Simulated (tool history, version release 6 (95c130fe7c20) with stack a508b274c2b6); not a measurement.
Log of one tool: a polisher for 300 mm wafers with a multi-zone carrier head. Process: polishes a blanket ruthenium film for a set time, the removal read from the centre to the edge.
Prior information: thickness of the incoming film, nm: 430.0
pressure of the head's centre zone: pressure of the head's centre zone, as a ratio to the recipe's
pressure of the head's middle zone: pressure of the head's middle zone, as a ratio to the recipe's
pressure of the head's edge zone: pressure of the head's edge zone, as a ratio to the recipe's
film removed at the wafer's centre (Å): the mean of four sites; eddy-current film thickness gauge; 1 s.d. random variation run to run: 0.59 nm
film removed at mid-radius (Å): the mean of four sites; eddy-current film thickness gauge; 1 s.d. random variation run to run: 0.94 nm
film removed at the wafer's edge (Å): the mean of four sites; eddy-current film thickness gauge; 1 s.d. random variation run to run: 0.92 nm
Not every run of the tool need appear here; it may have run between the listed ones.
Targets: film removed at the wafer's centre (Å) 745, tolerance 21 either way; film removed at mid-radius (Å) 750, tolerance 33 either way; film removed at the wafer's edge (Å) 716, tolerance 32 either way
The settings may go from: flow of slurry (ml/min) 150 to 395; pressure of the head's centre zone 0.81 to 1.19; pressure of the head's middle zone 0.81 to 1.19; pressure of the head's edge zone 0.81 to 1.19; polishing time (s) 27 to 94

run	hour	flow of slurry (ml/min)	pressure of the head's centre zone	pressure of the head's middle zone	pressure of the head's edge zone	polishing time (s)	film removed at the wafer's centre (Å)	film removed at mid-radius (Å)	film removed at the wafer's edge (Å)
1	0	250	1	1	1	60	558.95	592.71	554.01
2	2.9	250	1	0.96	1	60	564.9	558.81	559.37
3	5.1	250	1	0.96	1.04	60	558.99	567.37	572.62
4	13.7	255	1.02	0.98	1.06	62	590.11	596.06	609.27
5	14.9	265	1.05	1.01	1.07	63	618.61	638.55	619.46
6	16.1	265	1.05	1.01	1.13	63	616.05	618.51	628.61
7	19.4	270	1.07	1.02	1.14	64	638.86	635.67	645.13
8	26.4	275	1.08	1.03	1.15	65	659.36	663.88	647.14
9	32.6	280	1.08	1.03	1.15	66	666.14	653.73	657.13
10	39.2	275	1.08	1.04	1.15	67	674.29	677.02	685.28
11	42.1	280	1.09	1.05	1.15	67	679.51	687.86	656.54
12	48	280	1.09	1.05	1.15	68	704.14	688.91	682.73
13	57	280	1.09	1.06	1.15	69	699.25	722.93	694
14	59.8	285	1.1	1.06	1.15	69	711.74	712.15	701.44
15	67.7	285	1.11	1.07	1.15	69	708.81	725.06	683.04
16	72.5	285	1.11	1.07	1.16	69	726.38	728.21	694.89

Pick the move, out of 4, that brings all results within their allowed miss; only one does.
A	77.3	270	1.12	1.06	1.19	68	?	?	?
B	77.3	340	1.14	1.11	1.18	69	?	?	?
C	77.3	295	1.08	0.94	1.18	74	?	?	?
D	77.3	335	1.16	0.89	1.19	69	?	?	?

move	film removed at the wafer's centre (Å)	film removed at mid-radius (Å)	film removed at the wafer's edge (Å)
A	713.55	711.9	670.52
B	752.18	766.44	687.27
C	757.83	705.81	732.08
D	761.81	635.36	691.72
A: moves away from the targets compared with the last run
B: each result inside its tolerance
C: the furthest-off result lands on target, but another misses its tolerance
D: the furthest-off result lands on target, but another misses its tolerance
The move that meets every target is B.

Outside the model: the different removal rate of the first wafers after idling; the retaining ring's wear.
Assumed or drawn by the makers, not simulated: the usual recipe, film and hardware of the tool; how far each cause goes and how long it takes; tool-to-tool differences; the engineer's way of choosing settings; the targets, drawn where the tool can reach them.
